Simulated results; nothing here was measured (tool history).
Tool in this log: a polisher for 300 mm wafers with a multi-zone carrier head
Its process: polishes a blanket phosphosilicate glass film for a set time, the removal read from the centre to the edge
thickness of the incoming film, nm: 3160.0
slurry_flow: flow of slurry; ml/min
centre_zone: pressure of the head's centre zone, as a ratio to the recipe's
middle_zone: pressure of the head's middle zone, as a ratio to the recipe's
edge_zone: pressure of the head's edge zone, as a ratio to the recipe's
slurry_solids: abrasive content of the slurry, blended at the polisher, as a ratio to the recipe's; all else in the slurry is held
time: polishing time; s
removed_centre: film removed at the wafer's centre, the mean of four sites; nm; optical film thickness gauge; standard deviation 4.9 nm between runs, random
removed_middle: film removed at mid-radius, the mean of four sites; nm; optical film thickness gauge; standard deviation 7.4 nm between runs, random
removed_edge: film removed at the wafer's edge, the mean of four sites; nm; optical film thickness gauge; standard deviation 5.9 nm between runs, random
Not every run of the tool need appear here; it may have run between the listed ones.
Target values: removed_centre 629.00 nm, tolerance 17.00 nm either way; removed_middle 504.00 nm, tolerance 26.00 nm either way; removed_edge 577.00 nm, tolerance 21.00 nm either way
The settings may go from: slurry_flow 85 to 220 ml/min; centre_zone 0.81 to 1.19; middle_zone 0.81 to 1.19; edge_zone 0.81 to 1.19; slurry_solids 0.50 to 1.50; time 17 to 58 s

run	day	slurry_flow	centre_zone	middle_zone	edge_zone	slurry_solids	time	removed_centre	removed_middle	removed_edge
1	0.000	140	1.00	1.00	1.00	1.00	37	365.72	366.50	359.25
2	0.242	140	1.00	1.00	1.00	1.10	37	390.26	397.43	369.96
3	0.579	140	1.00	1.08	1.00	1.10	37	392.01	411.35	379.95
4	0.667	140	1.00	1.08	1.00	1.10	29	304.31	325.77	296.42
5	0.908	140	0.94	1.08	1.00	1.10	29	285.76	320.31	296.42
6	1.183	140	0.98	1.01	1.05	1.20	33	357.78	369.09	368.83
7	1.346	150	1.02	0.98	1.09	1.30	34	402.45	388.16	405.10
8	1.704	160	1.05	0.97	1.11	1.35	36	460.21	407.50	440.92
9	1.821	160	1.06	0.97	1.12	1.40	38	495.16	453.25	467.01
10	2.162	170	1.07	0.95	1.14	1.45	39	526.19	467.00	504.65
11	2.242	175	1.08	0.94	1.15	1.45	40	545.41	472.36	520.78

Which single option among these 5 for the next run brings every result within its allowed miss of target? Just one does.
A	2.321	150	0.85	0.98	1.18	1.30	49	?	?	?
B	2.321	200	1.01	1.19	1.07	1.50	35	?	?	?
C	2.321	175	0.94	1.03	1.16	1.50	37	?	?	?
D	2.321	180	1.08	1.09	1.06	1.45	37	?	?	?
E	2.321	190	1.12	0.89	1.17	1.50	43	?	?	?

move	removed_centre	removed_middle	removed_edge
A	485.35	565.36	604.05
B	461.61	529.46	449.89
C	444.23	485.76	490.02
D	506.13	504.20	462.40
E	623.26	504.69	577.91
A: its largest miss is bigger than the last run's
B: its largest miss is bigger than the last run's
C: its largest miss is bigger than the last run's
D: its largest miss is bigger than the last run's
E: all results land within tolerance of their targets
Move E is the one to make.
